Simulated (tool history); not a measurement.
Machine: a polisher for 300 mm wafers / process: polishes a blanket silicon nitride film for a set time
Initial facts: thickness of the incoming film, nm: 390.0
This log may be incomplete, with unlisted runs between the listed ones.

run	hour	flow of slurry (ml/min)	pressure of the wafer on the pad (kPa)	speed of the pad under the wafer (cm/s)	polishing time (s)	film removed (nm)
1	0	130	32.4	84	41	74.6
2	3	140	35.9	84	41	82.877
3	4	145	38.6	84	41	88.597
4	8.2	145	41.4	84	41	96.546
5	13.3	145	42.7	84	41	100.54
6	20.5	145	43.4	84	41	99.214
7	24.6	155	44.1	84	41	102.31

For run 8, what comes out?
8	30.1	155	44.8	84	41	?

film removed (nm): 103.72
